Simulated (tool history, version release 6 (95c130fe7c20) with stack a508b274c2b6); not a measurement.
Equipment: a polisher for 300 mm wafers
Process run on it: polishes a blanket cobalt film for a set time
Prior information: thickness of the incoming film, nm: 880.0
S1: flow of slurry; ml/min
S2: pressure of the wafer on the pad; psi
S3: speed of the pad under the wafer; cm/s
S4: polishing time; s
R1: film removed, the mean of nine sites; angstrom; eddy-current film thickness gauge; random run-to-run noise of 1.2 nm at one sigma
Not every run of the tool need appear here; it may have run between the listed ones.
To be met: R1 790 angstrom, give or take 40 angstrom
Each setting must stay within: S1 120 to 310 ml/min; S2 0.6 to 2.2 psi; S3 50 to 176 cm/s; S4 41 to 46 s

| run | hour | S1 | S2 | S3 | S4 | R1 |
|---|---|---|---|---|---|---|
| 1 | 0 | 200 | 1.4 | 112 | 46 | 1596.7 |
| 2 | 8.2 | 200 | 1.2 | 108 | 46 | 1378.8 |
| 3 | 11.9 | 200 | 1 | 102 | 46 | 1165.2 |
| 4 | 19.3 | 200 | 1.3 | 102 | 46 | 1388.8 |
| 5 | 26.5 | 175 | 1.3 | 102 | 46 | 1343.2 |
| 6 | 29.3 | 175 | 1.3 | 102 | 41 | 1212.3 |
| 7 | 34.6 | 165 | 1.1 | 100 | 41 | 1059.1 |
| 8 | 36.8 | 165 | 1.1 | 100 | 41 | 1046.5 |
| 9 | 38.2 | 160 | 1 | 100 | 41 | 1006.2 |
| 10 | 40.9 | 155 | 0.9 | 100 | 41 | 913.45 |
| 11 | 44.8 | 155 | 0.9 | 100 | 41 | 911.51 |
| 12 | 46.2 | 150 | 0.9 | 100 | 41 | 918.93 |
| 13 | 52 | 150 | 0.9 | 100 | 41 | 897.65 |
| 14 | 52.9 | 145 | 0.9 | 100 | 41 | 914.84 |
| 15 | 58.6 | 145 | 0.8 | 100 | 41 | 830.81 |
| 16 | 60.1 | 140 | 0.8 | 100 | 41 | 822.64 |

Pick the move, out of 4, that brings all results within their allowed miss; only one does.
| A | 61.6 | 170 | 0.6 | 112 | 45 | ? |
| B | 61.6 | 120 | 0.9 | 104 | 42 | ? |
| C | 61.6 | 125 | 0.9 | 106 | 41 | ? |
| D | 61.6 | 130 | 0.7 | 100 | 43 | ? |

| move | R1 |
|---|---|
| A | 894.82 |
| B | 909.56 |
| C | 913.99 |
| D | 788.4 |
A: lands further from the targets than the last run did
B: lands further from the targets than the last run did
C: lands further from the targets than the last run did
D: all results in spec
Correct choice: D, which meets every target

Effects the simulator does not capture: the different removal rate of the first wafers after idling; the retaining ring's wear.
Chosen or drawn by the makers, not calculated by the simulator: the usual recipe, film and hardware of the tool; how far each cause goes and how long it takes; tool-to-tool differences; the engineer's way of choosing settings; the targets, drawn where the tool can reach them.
